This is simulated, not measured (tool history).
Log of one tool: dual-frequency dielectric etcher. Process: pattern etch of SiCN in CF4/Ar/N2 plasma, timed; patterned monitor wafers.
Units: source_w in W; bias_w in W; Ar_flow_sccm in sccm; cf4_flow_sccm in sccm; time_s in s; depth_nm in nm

| run | hour | source_w | bias_w | Ar_flow_sccm | cf4_flow_sccm | time_s | depth_nm |
|---|---|---|---|---|---|---|---|
| 1 | 0.0 | 520 | 92 | 138 | 68 | 49.0 | 50.379 |
| 2 | 1.2 | 540 | 92 | 138 | 68 | 49.0 | 52.585 |
| 3 | 3.2 | 550 | 92 | 138 | 68 | 49.0 | 52.618 |
| 4 | 9.9 | 550 | 92 | 138 | 68 | 44.5 | 48.249 |
| 5 | 15.8 | 550 | 77 | 138 | 68 | 44.5 | 43.520 |
| 6 | 19.2 | 570 | 79 | 138 | 68 | 44.5 | 45.789 |

Run 7 comes next. What will it give?
| 7 | 20.4 | 590 | 80 | 138 | 68 | 44.5 | ? |

depth_nm: 47.124 nm
